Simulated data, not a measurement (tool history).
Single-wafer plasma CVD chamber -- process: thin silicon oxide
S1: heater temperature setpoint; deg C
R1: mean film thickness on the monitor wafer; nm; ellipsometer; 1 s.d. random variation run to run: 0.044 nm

Run 1, hour 0.0: S1 410 deg C, chamber pressure (mTorr) 687, RF power (kW) 0.275, deposition time (s) 6.99. Result: R1 11.562 nm.
Run 2, hour 7.2: S1 410 deg C, chamber pressure (mTorr) 698, RF power (kW) 0.275, deposition time (s) 6.99. Result: R1 11.744 nm.
Run 3, hour 15.9: S1 410 deg C, chamber pressure (mTorr) 708, RF power (kW) 0.275, deposition time (s) 6.99. Result: R1 11.920 nm.
Run 4, hour 22.9: S1 420 deg C, chamber pressure (mTorr) 708, RF power (kW) 0.275, deposition time (s) 6.99. Result: R1 11.789 nm.
Run 5, hour 27.0: S1 420 deg C, chamber pressure (mTorr) 708, RF power (kW) 0.275, deposition time (s) 7.22. Result: R1 12.258 nm.
Run 6, hour 35.3: S1 420 deg C, chamber pressure (mTorr) 708, RF power (kW) 0.275, deposition time (s) 6.99. Result: R1 11.779 nm.
Run 7, hour 40.4: S1 420 deg C, chamber pressure (mTorr) 718, RF power (kW) 0.275, deposition time (s) 6.99. Result: R1 11.950 nm.

Predict the results of run 8:
At hour 43.4: thermocouple changed; heater temperature recalibrated.
Run 8, hour 43.4: S1 420 deg C, chamber pressure (mTorr) 727, RF power (kW) 0.275, deposition time (s) 6.99. Result: R1 ?.

Run 8 measured R1 12.165 nm.
